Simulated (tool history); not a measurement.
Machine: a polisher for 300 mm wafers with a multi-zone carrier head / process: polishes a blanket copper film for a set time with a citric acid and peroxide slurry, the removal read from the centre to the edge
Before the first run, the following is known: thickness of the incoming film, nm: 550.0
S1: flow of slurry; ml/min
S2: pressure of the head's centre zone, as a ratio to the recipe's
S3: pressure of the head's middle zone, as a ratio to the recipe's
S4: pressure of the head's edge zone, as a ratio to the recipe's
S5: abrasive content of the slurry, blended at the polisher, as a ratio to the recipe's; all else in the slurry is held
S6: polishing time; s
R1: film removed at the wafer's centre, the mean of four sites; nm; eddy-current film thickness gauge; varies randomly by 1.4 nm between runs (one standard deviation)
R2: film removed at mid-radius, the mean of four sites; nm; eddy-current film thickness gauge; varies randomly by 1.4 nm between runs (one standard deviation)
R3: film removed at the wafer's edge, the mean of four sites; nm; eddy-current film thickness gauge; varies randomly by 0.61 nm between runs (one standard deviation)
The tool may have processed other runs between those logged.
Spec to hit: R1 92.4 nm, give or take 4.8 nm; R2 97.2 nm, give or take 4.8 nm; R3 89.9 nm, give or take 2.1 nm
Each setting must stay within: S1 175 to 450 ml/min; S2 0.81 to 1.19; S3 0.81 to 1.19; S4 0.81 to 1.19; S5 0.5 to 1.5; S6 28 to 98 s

{"run": 1, "hour": 0.0, "S1": 290, "S2": 1, "S3": 1, "S4": 1, "S5": 1, "S6": 63, "R1": 129.11, "R2": 130.99, "R3": 127.92}
{"run": 2, "hour": 7.8, "S1": 290, "S2": 1, "S3": 1.06, "S4": 1, "S5": 1, "S6": 63, "R1": 130.08, "R2": 133.94, "R3": 128.89}
{"run": 3, "hour": 14.9, "S1": 290, "S2": 1, "S3": 1.02, "S4": 1, "S5": 1, "S6": 63, "R1": 132.08, "R2": 130.38, "R3": 129.39}
{"run": 4, "hour": 17.9, "S1": 340, "S2": 1, "S3": 1.02, "S4": 1, "S5": 1, "S6": 63, "R1": 130.32, "R2": 134.02, "R3": 131.96}
{"run": 5, "hour": 23.7, "S1": 330, "S2": 0.99, "S3": 1.01, "S4": 0.98, "S5": 0.95, "S6": 62, "R1": 130.31, "R2": 126.55, "R3": 125.03}
{"run": 6, "hour": 27.6, "S1": 330, "S2": 0.99, "S3": 1.01, "S4": 1.02, "S5": 0.95, "S6": 62, "R1": 129.57, "R2": 129.48, "R3": 128.78}
{"hour": 30.9, "done": "slurry nozzle cleaned"}
{"run": 7, "hour": 30.9, "S1": 325, "S2": 0.97, "S3": 1.02, "S4": 1.01, "S5": 0.9, "S6": 61, "R1": 128.83, "R2": 131.47, "R3": 129.65}
{"run": 8, "hour": 35.6, "S1": 325, "S2": 0.96, "S3": 1.02, "S4": 0.99, "S5": 0.95, "S6": 59, "R1": 121.72, "R2": 126.19, "R3": 124.66}
{"run": 9, "hour": 44.6, "S1": 320, "S2": 0.96, "S3": 1.03, "S4": 0.97, "S5": 0.95, "S6": 57, "R1": 116.84, "R2": 121.48, "R3": 118.57}
{"run": 10, "hour": 51.2, "S1": 290, "S2": 0.93, "S3": 1.03, "S4": 0.87, "S5": 0.7, "S6": 50, "R1": 94.861, "R2": 102.28, "R3": 93.443}
{"run": 11, "hour": 58.7, "S1": 285, "S2": 0.93, "S3": 1.03, "S4": 0.87, "S5": 0.7, "S6": 50, "R1": 95.238, "R2": 101.34, "R3": 92.143}
{"run": 12, "hour": 62.8, "S1": 280, "S2": 0.93, "S3": 1.03, "S4": 0.87, "S5": 0.7, "S6": 50, "R1": 95.259, "R2": 102.59, "R3": 94.112}

Exactly one of the 5 candidate moves below puts every result within its allowed miss. Which one?
{"run": "A", "hour": 66.9, "S1": 180, "S2": 0.95, "S3": 1.16, "S4": 0.81, "S5": 0.7, "S6": 53, "R1": "?", "R2": "?", "R3": "?"}
{"run": "B", "hour": 66.9, "S1": 220, "S2": 0.88, "S3": 0.88, "S4": 0.89, "S5": 0.55, "S6": 59, "R1": "?", "R2": "?", "R3": "?"}
{"run": "C", "hour": 66.9, "S1": 190, "S2": 0.84, "S3": 0.94, "S4": 1.03, "S5": 1.05, "S6": 49, "R1": "?", "R2": "?", "R3": "?"}
{"run": "D", "hour": 66.9, "S1": 285, "S2": 0.92, "S3": 1.01, "S4": 0.85, "S5": 0.75, "S6": 48, "R1": "?", "R2": "?", "R3": "?"}
{"run": "E", "hour": 66.9, "S1": 260, "S2": 0.99, "S3": 0.88, "S4": 0.95, "S5": 0.9, "S6": 48, "R1": "?", "R2": "?", "R3": "?"}

move=A R1=95.568 R2=110.48 R3=91.277
move=B R1=100.52 R2=96.992 R3=104.68
move=C R1=87.89 R2=92.812 R3=101.75
move=D R1=92.38 R2=96.424 R3=90.045
move=E R1=99.319 R2=87.74 R3=96.904
A: puts the biggest miss on target and leaves a different result outside tolerance
B: its largest miss is bigger than the last run's
C: its largest miss is bigger than the last run's
D: in spec on every target
E: its largest miss is bigger than the last run's
D meets every target.
